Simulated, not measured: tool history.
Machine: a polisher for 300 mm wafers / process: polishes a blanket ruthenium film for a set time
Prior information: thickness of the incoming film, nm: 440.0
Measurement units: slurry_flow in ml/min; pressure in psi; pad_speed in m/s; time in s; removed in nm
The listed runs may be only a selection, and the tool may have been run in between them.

run 1 day=0.000 | slurry_flow=305 pressure=1.7 pad_speed=1.18 time=47 | removed=60.371
run 2 day=0.062 | slurry_flow=375 pressure=1.7 pad_speed=1.18 time=47 | removed=61.738
run 3 day=0.267 | slurry_flow=375 pressure=1.3 pad_speed=1.18 time=47 | removed=48.252
run 4 day=0.579 | slurry_flow=375 pressure=1.3 pad_speed=1.18 time=41 | removed=41.572
run 5 day=0.825 | slurry_flow=375 pressure=1.6 pad_speed=1.18 time=41 | removed=50.604
run 6 day=0.929 | slurry_flow=450 pressure=1.6 pad_speed=1.18 time=41 | removed=51.314
run 7 day=1.171 | slurry_flow=450 pressure=1.9 pad_speed=1.18 time=41 | removed=59.571

Forecast run 8:
run 8 day=1.229 | slurry_flow=450 pressure=2.1 pad_speed=1.20 time=41 | removed=?

removed: 67.519 nm
